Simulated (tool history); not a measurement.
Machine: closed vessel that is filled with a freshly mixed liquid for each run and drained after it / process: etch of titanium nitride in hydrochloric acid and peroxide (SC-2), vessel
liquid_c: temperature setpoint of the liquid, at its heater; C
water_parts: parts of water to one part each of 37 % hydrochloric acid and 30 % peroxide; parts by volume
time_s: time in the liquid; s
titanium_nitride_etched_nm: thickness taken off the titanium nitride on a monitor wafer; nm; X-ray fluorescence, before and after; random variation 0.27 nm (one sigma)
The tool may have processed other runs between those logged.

run	hour	liquid_c	water_parts	time_s	titanium_nitride_etched_nm
1	0.0	64.0	9.0	90	10.4570
2	5.7	66.5	7.5	90	14.1470
3	9.1	60.0	7.5	90	9.5051
4	17.8	63.5	6.5	90	13.2530
5	27.0	57.5	6.5	90	9.0593
6	30.6	62.0	6.0	90	12.9660

What does the tool deliver on the next run?
7	37.6	70.0	4.0	90	?

titanium_nitride_etched_nm: 27.7850 nm

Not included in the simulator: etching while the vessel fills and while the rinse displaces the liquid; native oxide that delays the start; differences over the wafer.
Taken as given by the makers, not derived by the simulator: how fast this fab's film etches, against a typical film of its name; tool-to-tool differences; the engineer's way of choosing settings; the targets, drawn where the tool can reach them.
